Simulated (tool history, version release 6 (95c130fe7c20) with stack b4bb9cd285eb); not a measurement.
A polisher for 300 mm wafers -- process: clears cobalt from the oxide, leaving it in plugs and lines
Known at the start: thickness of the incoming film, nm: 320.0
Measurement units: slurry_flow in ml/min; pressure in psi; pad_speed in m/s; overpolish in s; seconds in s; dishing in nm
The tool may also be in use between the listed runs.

run    day  slurry_flow  pressure  pad_speed  overpolish  seconds  dishing
  1  0.000          250       2.5       0.94          14   58.734   41.259
  2  0.162          250       2.7       0.94          14   55.490   43.176
  3  0.267          195       2.7       0.94          14   54.770   43.280
  4  0.462          165       2.7       0.94          14   56.967   42.225
  5  0.779          165       2.9       0.94          14   53.236   43.610
  6  1.025          165       2.5       0.94          14   62.148   41.294
  7  1.096          165       2.8       0.96          14   53.931   42.989
  8  1.433          165       3.0       0.96          14   49.740   45.084
  9  1.567          165       3.1       0.96          14   49.029   45.277
 10  1.817          165       3.2       0.96          14   49.196   45.760
 11  2.042          165       3.4       0.96          14   45.793   46.929
 12  2.150          165       3.5       0.96          14   43.510   47.823

Expected results for the next run?
 13  2.312          165       3.6       0.96          14        ?        ?

{"run 13": {"seconds": 42.161, "dishing": 46.969}}
